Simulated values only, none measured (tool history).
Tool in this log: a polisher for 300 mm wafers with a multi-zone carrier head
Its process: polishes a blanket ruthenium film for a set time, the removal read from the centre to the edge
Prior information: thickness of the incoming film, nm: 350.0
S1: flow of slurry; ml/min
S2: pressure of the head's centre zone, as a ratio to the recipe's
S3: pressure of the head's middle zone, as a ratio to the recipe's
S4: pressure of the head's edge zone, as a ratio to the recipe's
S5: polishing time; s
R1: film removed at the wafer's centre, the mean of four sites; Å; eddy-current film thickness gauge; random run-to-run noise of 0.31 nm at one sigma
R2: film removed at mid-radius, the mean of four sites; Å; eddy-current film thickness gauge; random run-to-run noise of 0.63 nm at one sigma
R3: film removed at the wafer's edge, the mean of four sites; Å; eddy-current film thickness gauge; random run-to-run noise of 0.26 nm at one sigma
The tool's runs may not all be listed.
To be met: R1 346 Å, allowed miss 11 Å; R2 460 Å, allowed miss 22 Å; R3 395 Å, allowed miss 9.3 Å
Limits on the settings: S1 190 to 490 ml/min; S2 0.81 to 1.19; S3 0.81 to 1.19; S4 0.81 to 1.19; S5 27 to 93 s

run	day	S1	S2	S3	S4	S5	R1	R2	R3
1	0	315	1	1	1	59	573.26	580.37	581.08
2	0.217	315	1	1.05	1	59	574.6	608.74	582.53
3	0.458	315	1	1.05	1	70	675.77	728.61	686.93
4	0.817	315	1	1.05	1	58	560.65	588.78	568.66
5	0.996	315	1	1.05	1.05	58	568.32	592.94	590.22
6	1.271	315	1	1.02	1.05	58	566.37	584.79	579.94
7	1.45	315	0.97	1.06	0.99	53	502.36	550.79	520.36
8	1.558	305	0.93	1.06	0.96	50	457.23	520.37	477.99
9	1.65	295	0.9	1.07	0.96	48	418.42	498.65	459.42
10	1.875	285	0.88	1.07	0.93	47	391.11	486.96	442.97
11	1.908	280	0.87	1.07	0.91	46	386.98	484.12	425.81
12	1.933	260	0.81	1.07	0.89	42	321.66	429.36	385.06
13	1.996	275	0.82	1.08	0.89	42	327.45	439.2	383.2

Pick the move, out of 4, that brings all results within their allowed miss; only one does.
A	2.058	225	0.87	1.18	0.88	39	?	?	?
B	2.058	340	0.83	1.15	0.83	40	?	?	?
C	2.058	250	0.84	1.11	0.88	43	?	?	?
D	2.058	350	0.84	1.1	0.91	39	?	?	?

move	R1	R2	R3
A	317.51	428.15	354.07
B	324.28	446.75	365.36
C	341.98	452.97	394.09
D	320.71	420.15	371.07
A: further off than the last run
B: further off than the last run
C: hits every target within its allowed miss
D: further off than the last run
Go with C: it meets all targets.

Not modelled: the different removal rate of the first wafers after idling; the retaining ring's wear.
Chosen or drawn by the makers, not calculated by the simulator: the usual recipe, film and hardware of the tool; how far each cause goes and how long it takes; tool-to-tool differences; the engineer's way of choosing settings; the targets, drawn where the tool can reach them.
